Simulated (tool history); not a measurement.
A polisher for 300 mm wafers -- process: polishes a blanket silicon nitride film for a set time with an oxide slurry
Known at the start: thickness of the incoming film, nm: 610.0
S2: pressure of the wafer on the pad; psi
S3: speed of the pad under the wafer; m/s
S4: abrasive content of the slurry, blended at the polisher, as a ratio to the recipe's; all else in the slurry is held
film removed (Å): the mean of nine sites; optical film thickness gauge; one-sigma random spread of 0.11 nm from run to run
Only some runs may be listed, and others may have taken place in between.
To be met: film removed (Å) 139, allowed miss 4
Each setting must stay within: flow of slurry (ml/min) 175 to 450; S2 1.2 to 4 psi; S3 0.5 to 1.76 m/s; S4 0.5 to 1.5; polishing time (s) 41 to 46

Run 1, day 0: flow of slurry (ml/min) 290, S2 2.6 psi, S3 1.12 m/s, S4 1, polishing time (s) 46. Result: film removed (Å) 187.46.
Run 2, day 0.338: flow of slurry (ml/min) 290, S2 2.5 psi, S3 1.12 m/s, S4 1, polishing time (s) 46. Result: film removed (Å) 185.28.
Run 3, day 0.708: flow of slurry (ml/min) 290, S2 2.5 psi, S3 1.12 m/s, S4 1, polishing time (s) 46. Result: film removed (Å) 183.71.
Run 4, day 0.9: flow of slurry (ml/min) 290, S2 2.8 psi, S3 1.12 m/s, S4 1, polishing time (s) 46. Result: film removed (Å) 204.77.
Run 5, day 1.021: flow of slurry (ml/min) 290, S2 2.7 psi, S3 1.12 m/s, S4 1, polishing time (s) 46. Result: film removed (Å) 196.79.
Run 6, day 1.296: flow of slurry (ml/min) 290, S2 2.7 psi, S3 1.22 m/s, S4 1, polishing time (s) 46. Result: film removed (Å) 205.81.
Run 7, day 1.383: flow of slurry (ml/min) 285, S2 2 psi, S3 1.2 m/s, S4 1, polishing time (s) 46. Result: film removed (Å) 151.99.
Run 8, day 1.562: flow of slurry (ml/min) 275, S2 1.9 psi, S3 1.2 m/s, S4 1, polishing time (s) 46. Result: film removed (Å) 145.54.

5 candidate next runs follow, results not yet known. Just one meets every target within its allowed miss. Identify it.
Run A, day 1.742: flow of slurry (ml/min) 295, S2 2 psi, S3 1.22 m/s, S4 0.95, polishing time (s) 46. Result: film removed (Å) ?.
Run B, day 1.742: flow of slurry (ml/min) 220, S2 1.9 psi, S3 1.7 m/s, S4 0.9, polishing time (s) 45. Result: film removed (Å) ?.
Run C, day 1.742: flow of slurry (ml/min) 275, S2 1.9 psi, S3 1.26 m/s, S4 1.05, polishing time (s) 45. Result: film removed (Å) ?.
Run D, day 1.742: flow of slurry (ml/min) 315, S2 1.9 psi, S3 1.24 m/s, S4 1, polishing time (s) 43. Result: film removed (Å) ?.
Run E, day 1.742: flow of slurry (ml/min) 250, S2 2.3 psi, S3 1.12 m/s, S4 0.95, polishing time (s) 42. Result: film removed (Å) ?.

move  film removed (Å)
   A               147
   B            152.37
   C            148.09
   D            137.44
   E             145.2
A: moves away from the targets compared with the last run
B: moves away from the targets compared with the last run
C: moves away from the targets compared with the last run
D: each result inside its tolerance
E: nearer than the last run, and not there yet
The move that meets every target is D.
